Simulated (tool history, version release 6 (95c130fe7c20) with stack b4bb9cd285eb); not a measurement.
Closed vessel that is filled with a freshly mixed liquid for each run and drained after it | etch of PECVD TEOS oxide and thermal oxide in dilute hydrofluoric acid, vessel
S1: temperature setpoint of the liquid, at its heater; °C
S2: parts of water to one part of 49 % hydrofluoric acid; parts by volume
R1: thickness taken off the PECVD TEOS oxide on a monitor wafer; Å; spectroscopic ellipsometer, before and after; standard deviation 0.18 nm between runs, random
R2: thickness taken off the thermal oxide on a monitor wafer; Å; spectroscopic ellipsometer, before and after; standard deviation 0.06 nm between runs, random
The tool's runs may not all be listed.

{"run": 1, "hour": 0.0, "S1": 22.0, "S2": 60, "time in the liquid (s)": 120, "R1": 466.5, "R2": 100.4}
{"run": 2, "hour": 4.7, "S1": 22.0, "S2": 40, "time in the liquid (s)": 120, "R1": 736.71, "R2": 154.48}
{"run": 3, "hour": 9.9, "S1": 21.5, "S2": 45, "time in the liquid (s)": 120, "R1": 627.43, "R2": 135.18}
{"run": 4, "hour": 10.9, "S1": 21.0, "S2": 50, "time in the liquid (s)": 120, "R1": 551.73, "R2": 116.41}
{"run": 5, "hour": 18.3, "S1": 20.5, "S2": 55, "time in the liquid (s)": 120, "R1": 489.91, "R2": 102.59}
{"run": 6, "hour": 26.3, "S1": 20.5, "S2": 75, "time in the liquid (s)": 120, "R1": 349.42, "R2": 73.977}
{"run": 7, "hour": 34.2, "S1": 20.0, "S2": 75, "time in the liquid (s)": 120, "R1": 340.88, "R2": 72.272}

Predict the results of run 8:
{"run": 8, "hour": 40.2, "S1": 19.5, "S2": 75, "time in the liquid (s)": 120, "R1": "?", "R2": "?"}

For run 8 the tool returned R1 332.23 Å, R2 70.739 Å.

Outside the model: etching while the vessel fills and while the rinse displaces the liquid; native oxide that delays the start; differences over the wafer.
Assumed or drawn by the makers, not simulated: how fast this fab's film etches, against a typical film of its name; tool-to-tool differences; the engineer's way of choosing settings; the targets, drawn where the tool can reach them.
